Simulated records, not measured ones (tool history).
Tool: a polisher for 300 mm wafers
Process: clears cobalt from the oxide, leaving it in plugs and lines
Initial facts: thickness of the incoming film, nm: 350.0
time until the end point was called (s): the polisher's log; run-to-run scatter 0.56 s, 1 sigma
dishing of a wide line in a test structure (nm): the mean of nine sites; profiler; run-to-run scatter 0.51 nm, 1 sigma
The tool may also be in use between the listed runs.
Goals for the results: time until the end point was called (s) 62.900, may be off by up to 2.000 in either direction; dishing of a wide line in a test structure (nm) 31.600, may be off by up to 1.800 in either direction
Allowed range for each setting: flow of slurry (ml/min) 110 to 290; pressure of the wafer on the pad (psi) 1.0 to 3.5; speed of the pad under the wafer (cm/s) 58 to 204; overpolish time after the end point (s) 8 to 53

run	hour	flow of slurry (ml/min)	pressure of the wafer on the pad (psi)	speed of the pad under the wafer (cm/s)	overpolish time after the end point (s)	time until the end point was called (s)	dishing of a wide line in a test structure (nm)
1	0.0	185	2.2	130	27	46.491	51.623
2	0.6	185	2.2	130	35	45.503	51.615
3	5.6	185	1.8	130	35	56.073	50.707
4	9.5	180	1.7	132	27	57.869	49.190
5	12.7	180	1.7	132	22	58.135	47.910
6	15.2	205	1.7	132	22	56.777	48.161
# hour 16.4: head pressure recalibrated
7	16.4	155	1.6	132	9	69.234	30.170
8	24.2	160	1.6	132	9	66.763	29.814

Of the 5 settings listed for the next run, only one would bring every result within its allowed miss of target. Which one?
A	32.0	110	1.3	172	8	?	?
B	32.0	130	1.9	136	8	?	?
C	32.0	140	1.8	128	9	?	?
D	32.0	160	1.8	140	11	?	?
E	32.0	115	1.6	142	10	?	?

move	time until the end point was called (s)	dishing of a wide line in a test structure (nm)
A	67.598	27.786
B	57.225	30.918
C	63.125	31.311
D	56.641	37.216
E	66.243	32.413
A: further off than the last run
B: carries the result that was furthest off beyond its target, to the other side
C: hits every target within its allowed miss
D: carries the result that was furthest off beyond its target, to the other side
E: gains on the last run, yet a result remains outside its allowed miss
The move that meets every target is C.

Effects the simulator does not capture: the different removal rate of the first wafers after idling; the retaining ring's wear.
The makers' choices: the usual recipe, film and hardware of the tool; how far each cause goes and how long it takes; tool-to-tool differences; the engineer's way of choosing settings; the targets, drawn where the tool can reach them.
